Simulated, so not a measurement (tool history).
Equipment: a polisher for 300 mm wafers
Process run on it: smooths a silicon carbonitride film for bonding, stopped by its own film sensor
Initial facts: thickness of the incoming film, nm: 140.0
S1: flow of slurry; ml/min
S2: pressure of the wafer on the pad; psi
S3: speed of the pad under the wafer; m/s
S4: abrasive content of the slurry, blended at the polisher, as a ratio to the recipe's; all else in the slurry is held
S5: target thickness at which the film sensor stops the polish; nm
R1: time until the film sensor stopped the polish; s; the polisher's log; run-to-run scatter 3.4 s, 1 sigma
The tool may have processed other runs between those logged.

run	hour	S1	S2	S3	S4	S5	R1
1	0	195	1.6	0.74	1	121	146.04
2	6.4	195	1.6	0.9	1	121	130.57
3	8.2	165	1.6	0.9	1	121	135.11
4	14.9	165	1.5	0.9	1	121	144.63
5	17.1	165	1.4	0.9	1	121	151.38
6	23.3	165	1.4	0.84	1	121	160.42
7	24.6	165	1.3	0.84	1	121	168.03
8	25.6	165	1.2	0.84	1	121	186.16

Run 9 comes next. What will it give?
9	33.8	165	1.1	0.84	1	121	?

R1: 198.32 s

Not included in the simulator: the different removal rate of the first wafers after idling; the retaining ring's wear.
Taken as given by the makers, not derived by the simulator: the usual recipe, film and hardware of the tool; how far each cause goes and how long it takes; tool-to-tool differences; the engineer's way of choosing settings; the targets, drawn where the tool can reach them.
